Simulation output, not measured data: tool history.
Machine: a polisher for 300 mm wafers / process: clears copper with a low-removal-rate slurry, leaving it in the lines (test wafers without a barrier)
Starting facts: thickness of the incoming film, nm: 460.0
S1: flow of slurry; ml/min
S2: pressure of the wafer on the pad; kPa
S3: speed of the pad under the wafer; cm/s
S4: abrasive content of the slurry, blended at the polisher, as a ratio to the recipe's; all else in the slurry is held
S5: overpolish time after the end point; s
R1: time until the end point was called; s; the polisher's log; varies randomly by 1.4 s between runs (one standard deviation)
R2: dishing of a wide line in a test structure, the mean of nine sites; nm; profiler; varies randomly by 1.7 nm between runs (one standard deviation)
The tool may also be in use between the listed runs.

Run 1, hour 0: S1 175 ml/min, S2 16.5 kPa, S3 128 cm/s, S4 1, S5 30 s. Result: R1 134.93 s, R2 54.23 nm.
Run 2, hour 4.1: S1 145 ml/min, S2 16.5 kPa, S3 128 cm/s, S4 1, S5 30 s. Result: R1 140.97 s, R2 54.542 nm.
Run 3, hour 10.7: S1 185 ml/min, S2 16.5 kPa, S3 128 cm/s, S4 1, S5 30 s. Result: R1 134.69 s, R2 56.335 nm.
Run 4, hour 18.4: S1 185 ml/min, S2 16.5 kPa, S3 140 cm/s, S4 1, S5 30 s. Result: R1 122.69 s, R2 60.32 nm.
Run 5, hour 20.2: S1 225 ml/min, S2 16.5 kPa, S3 140 cm/s, S4 1, S5 30 s. Result: R1 119.44 s, R2 60.6 nm.
Run 6, hour 25.3: S1 225 ml/min, S2 12.4 kPa, S3 140 cm/s, S4 1, S5 30 s. Result: R1 157.67 s, R2 50.848 nm.
Run 7, hour 30.8: S1 225 ml/min, S2 12.4 kPa, S3 140 cm/s, S4 1, S5 33 s. Result: R1 156.71 s, R2 52.893 nm.

Expected results for the next run?
Run 8, hour 34.4: S1 200 ml/min, S2 11.7 kPa, S3 140 cm/s, S4 1, S5 47 s. Result: R1 ?, R2 ?.

{"run 8": {"R1": 167.62, "R2": 62.149}}

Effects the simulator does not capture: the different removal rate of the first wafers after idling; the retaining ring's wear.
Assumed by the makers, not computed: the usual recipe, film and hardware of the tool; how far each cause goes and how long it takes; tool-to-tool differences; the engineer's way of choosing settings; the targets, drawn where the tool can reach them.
